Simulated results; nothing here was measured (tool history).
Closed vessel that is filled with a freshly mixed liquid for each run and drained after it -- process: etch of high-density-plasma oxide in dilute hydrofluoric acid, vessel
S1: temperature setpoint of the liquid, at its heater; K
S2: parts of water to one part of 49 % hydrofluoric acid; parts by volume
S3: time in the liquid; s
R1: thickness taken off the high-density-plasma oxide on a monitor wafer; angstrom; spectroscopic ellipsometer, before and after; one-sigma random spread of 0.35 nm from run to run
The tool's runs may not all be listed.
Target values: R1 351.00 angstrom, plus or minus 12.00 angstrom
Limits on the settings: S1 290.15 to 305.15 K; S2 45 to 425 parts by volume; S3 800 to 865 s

Run 1, day 0.000: S1 297.15 K, S2 235 parts by volume, S3 800 s. Result: R1 242.58 angstrom.
Run 2, day 0.192: S1 297.15 K, S2 195 parts by volume, S3 800 s. Result: R1 315.80 angstrom.
Run 3, day 0.467: S1 297.65 K, S2 195 parts by volume, S3 800 s. Result: R1 317.56 angstrom.
Run 4, day 0.729: S1 298.15 K, S2 195 parts by volume, S3 800 s. Result: R1 318.64 angstrom.
Run 5, day 0.933: S1 295.65 K, S2 195 parts by volume, S3 800 s. Result: R1 297.36 angstrom.
Run 6, day 1.279: S1 296.65 K, S2 195 parts by volume, S3 800 s. Result: R1 313.45 angstrom.
Run 7, day 1.500: S1 297.15 K, S2 195 parts by volume, S3 800 s. Result: R1 312.37 angstrom.
Run 8, day 1.696: S1 297.65 K, S2 195 parts by volume, S3 800 s. Result: R1 316.52 angstrom.
Run 9, day 1.725: S1 298.15 K, S2 195 parts by volume, S3 800 s. Result: R1 324.02 angstrom.
Run 10, day 1.979: S1 298.65 K, S2 195 parts by volume, S3 800 s. Result: R1 330.08 angstrom.
Run 11, day 2.246: S1 299.15 K, S2 195 parts by volume, S3 800 s. Result: R1 334.66 angstrom.

Which single option among these 5 for the next run brings every result within its allowed miss of target? Just one does.
Run A, day 2.512: S1 295.65 K, S2 200 parts by volume, S3 865 s. Result: R1 ?.
Run B, day 2.512: S1 297.15 K, S2 195 parts by volume, S3 815 s. Result: R1 ?.
Run C, day 2.512: S1 301.15 K, S2 200 parts by volume, S3 800 s. Result: R1 ?.
Run D, day 2.512: S1 300.65 K, S2 190 parts by volume, S3 820 s. Result: R1 ?.
Run E, day 2.512: S1 298.15 K, S2 220 parts by volume, S3 865 s. Result: R1 ?.

move      R1
   A  312.63
   B  320.95
   C  352.03
   D  377.82
   E  304.33
A: lands further from the targets than the last run did
B: lands further from the targets than the last run did
C: all results in spec
D: takes the biggest miss from the last run beyond its target
E: lands further from the targets than the last run did
Go with C: it meets all targets.
